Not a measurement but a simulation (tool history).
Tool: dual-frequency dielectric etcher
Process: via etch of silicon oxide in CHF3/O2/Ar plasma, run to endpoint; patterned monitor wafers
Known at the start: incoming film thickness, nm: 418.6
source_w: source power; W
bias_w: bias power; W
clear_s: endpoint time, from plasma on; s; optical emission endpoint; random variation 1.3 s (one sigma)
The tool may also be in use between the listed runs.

run,hour,source_w,bias_w,clear_s
1,0,800,126,218.76
2,4.4,770,125,222.97
3,7.5,870,125,210.3
4,16.2,820,125,215.69
5,16.9,790,124,220.41
6,19.7,840,124,212.18
7,28,810,123,215.31
8,29,770,122,221.84
# hour 29.8: wet clean of the chamber
9,29.8,740,121,234.97
10,36.3,730,121,235.04

The next listed run, before its measurement:
11,42.4,600,117,?

clear_s: 257.67 s

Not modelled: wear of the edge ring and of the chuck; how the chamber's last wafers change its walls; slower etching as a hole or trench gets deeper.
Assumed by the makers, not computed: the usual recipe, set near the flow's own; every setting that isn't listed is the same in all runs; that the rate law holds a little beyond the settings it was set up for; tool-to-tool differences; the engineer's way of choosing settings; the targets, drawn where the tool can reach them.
